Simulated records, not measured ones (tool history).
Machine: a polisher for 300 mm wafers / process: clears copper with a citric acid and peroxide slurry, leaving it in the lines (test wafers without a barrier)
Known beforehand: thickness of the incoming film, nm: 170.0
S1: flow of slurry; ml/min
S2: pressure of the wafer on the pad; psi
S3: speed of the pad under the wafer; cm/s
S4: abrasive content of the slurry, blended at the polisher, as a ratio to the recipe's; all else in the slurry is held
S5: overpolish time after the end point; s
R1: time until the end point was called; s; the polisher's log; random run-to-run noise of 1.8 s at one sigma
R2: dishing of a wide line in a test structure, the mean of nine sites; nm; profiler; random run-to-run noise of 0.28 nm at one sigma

{"run": 1, "hour": 0.0, "S1": 160, "S2": 2, "S3": 126, "S4": 1, "S5": 19, "R1": 99.851, "R2": 24.044}
{"run": 2, "hour": 6.8, "S1": 160, "S2": 2, "S3": 126, "S4": 1, "S5": 17, "R1": 100.19, "R2": 21.277}
{"run": 3, "hour": 15.6, "S1": 160, "S2": 2, "S3": 114, "S4": 1, "S5": 17, "R1": 107.65, "R2": 20.189}
{"run": 4, "hour": 16.7, "S1": 160, "S2": 2, "S3": 114, "S4": 1, "S5": 15, "R1": 108.2, "R2": 18.006}
{"run": 5, "hour": 21.1, "S1": 160, "S2": 2, "S3": 124, "S4": 1, "S5": 15, "R1": 100.75, "R2": 18.926}
{"run": 6, "hour": 29.1, "S1": 160, "S2": 2, "S3": 148, "S4": 1, "S5": 15, "R1": 82.361, "R2": 22.725}
{"run": 7, "hour": 30.2, "S1": 160, "S2": 1.9, "S3": 148, "S4": 1, "S5": 14, "R1": 88.077, "R2": 20.085}
{"run": 8, "hour": 35.2, "S1": 160, "S2": 1.8, "S3": 148, "S4": 1, "S5": 13, "R1": 94.81, "R2": 17.782}

Expected results for the next run?
{"run": 9, "hour": 39.6, "S1": 160, "S2": 1.8, "S3": 148, "S4": 1, "S5": 12, "R1": "?", "R2": "?"}

Logged for run 9: R1 94.927 s, R2 15.931 nm.
